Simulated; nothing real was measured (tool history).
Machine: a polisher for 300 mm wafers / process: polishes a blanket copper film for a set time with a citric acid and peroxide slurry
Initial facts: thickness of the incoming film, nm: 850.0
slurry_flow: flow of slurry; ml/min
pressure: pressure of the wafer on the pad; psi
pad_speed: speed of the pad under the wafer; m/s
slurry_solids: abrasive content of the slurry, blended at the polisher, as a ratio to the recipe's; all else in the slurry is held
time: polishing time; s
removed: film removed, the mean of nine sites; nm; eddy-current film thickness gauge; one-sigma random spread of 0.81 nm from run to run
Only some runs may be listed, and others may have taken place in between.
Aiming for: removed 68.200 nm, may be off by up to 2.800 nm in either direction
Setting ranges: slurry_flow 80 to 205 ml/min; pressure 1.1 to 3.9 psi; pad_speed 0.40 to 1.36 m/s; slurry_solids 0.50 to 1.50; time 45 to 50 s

Run 1, day 0.000: slurry_flow 135 ml/min, pressure 2.5 psi, pad_speed 0.88 m/s, slurry_solids 1.00, time 50 s. Result: removed 85.412 nm.
Run 2, day 0.308: slurry_flow 135 ml/min, pressure 2.5 psi, pad_speed 0.88 m/s, slurry_solids 1.00, time 50 s. Result: removed 88.131 nm.
Run 3, day 0.446: slurry_flow 135 ml/min, pressure 2.5 psi, pad_speed 0.88 m/s, slurry_solids 1.15, time 50 s. Result: removed 87.169 nm.
Run 4, day 0.779: slurry_flow 115 ml/min, pressure 2.5 psi, pad_speed 0.88 m/s, slurry_solids 1.15, time 50 s. Result: removed 84.414 nm.
Run 5, day 1.142: slurry_flow 140 ml/min, pressure 2.5 psi, pad_speed 0.88 m/s, slurry_solids 1.15, time 50 s. Result: removed 90.247 nm.
Run 6, day 1.467: slurry_flow 140 ml/min, pressure 2.5 psi, pad_speed 0.88 m/s, slurry_solids 0.95, time 50 s. Result: removed 86.342 nm.
Run 7, day 1.571: slurry_flow 135 ml/min, pressure 2.4 psi, pad_speed 0.88 m/s, slurry_solids 0.95, time 50 s. Result: removed 81.425 nm.
Run 8, day 1.696: slurry_flow 130 ml/min, pressure 2.4 psi, pad_speed 0.88 m/s, slurry_solids 0.95, time 50 s. Result: removed 80.179 nm.
Run 9, day 1.779: slurry_flow 110 ml/min, pressure 2.0 psi, pad_speed 0.88 m/s, slurry_solids 0.95, time 50 s. Result: removed 65.193 nm.

Next run, 5 choices. One meets every target within its allowed miss, the rest don't. Which?
Run A, day 1.862: slurry_flow 105 ml/min, pressure 1.7 psi, pad_speed 1.04 m/s, slurry_solids 1.00, time 49 s. Result: removed ?.
Run B, day 1.862: slurry_flow 125 ml/min, pressure 2.0 psi, pad_speed 0.90 m/s, slurry_solids 1.00, time 45 s. Result: removed ?.
Run C, day 1.862: slurry_flow 110 ml/min, pressure 2.1 psi, pad_speed 0.92 m/s, slurry_solids 0.90, time 48 s. Result: removed ?.
Run D, day 1.862: slurry_flow 100 ml/min, pressure 2.3 psi, pad_speed 0.78 m/s, slurry_solids 0.90, time 47 s. Result: removed ?.
Run E, day 1.862: slurry_flow 105 ml/min, pressure 2.1 psi, pad_speed 0.86 m/s, slurry_solids 0.95, time 47 s. Result: removed ?.

move  removed
   A   62.114
   B   62.364
   C   67.269
   D   62.052
   E   62.574
A: further off than the last run
B: further off than the last run
C: all results in spec
D: further off than the last run
E: further off than the last run
Answer: C
